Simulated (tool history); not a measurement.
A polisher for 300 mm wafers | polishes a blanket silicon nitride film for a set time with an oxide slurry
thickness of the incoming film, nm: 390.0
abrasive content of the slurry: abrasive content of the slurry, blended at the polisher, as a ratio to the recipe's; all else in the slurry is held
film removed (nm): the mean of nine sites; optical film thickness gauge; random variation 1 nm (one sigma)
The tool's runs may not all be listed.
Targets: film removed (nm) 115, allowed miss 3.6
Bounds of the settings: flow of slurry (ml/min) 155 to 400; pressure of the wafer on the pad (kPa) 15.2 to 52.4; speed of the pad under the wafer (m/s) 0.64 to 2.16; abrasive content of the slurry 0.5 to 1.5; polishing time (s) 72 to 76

run,hour,flow of slurry (ml/min),pressure of the wafer on the pad (kPa),speed of the pad under the wafer (m/s),abrasive content of the slurry,polishing time (s),film removed (nm)
1,0,255,33.8,1.4,1,72,87.919
2,7.7,255,36.5,1.4,1,72,94.829
3,11.3,255,36.5,1.4,1,76,99.587
4,14.4,255,37.9,1.4,1,76,102.52
5,16.4,255,37.9,1.7,1,76,118.75
6,22.3,280,37.9,1.7,1,76,121.22
7,23.4,275,37.2,1.7,1,76,120.5
8,27.7,270,37.2,1.7,1,76,118.98

Which of these 5 next moves meets every target?
A,32,260,44.8,1.38,1.15,72,?
B,32,270,31.7,1.74,1.45,76,?
C,32,255,38.6,1.7,1,76,?
D,32,240,40,1.44,1.1,76,?
E,32,250,37.2,2.08,0.9,72,?

move,film removed (nm)
A,122.32
B,123.59
C,122.34
D,115.8
E,123.33
A: further off than the last run
B: further off than the last run
C: further off than the last run
D: meets every target
E: further off than the last run
Move D is the one to make.
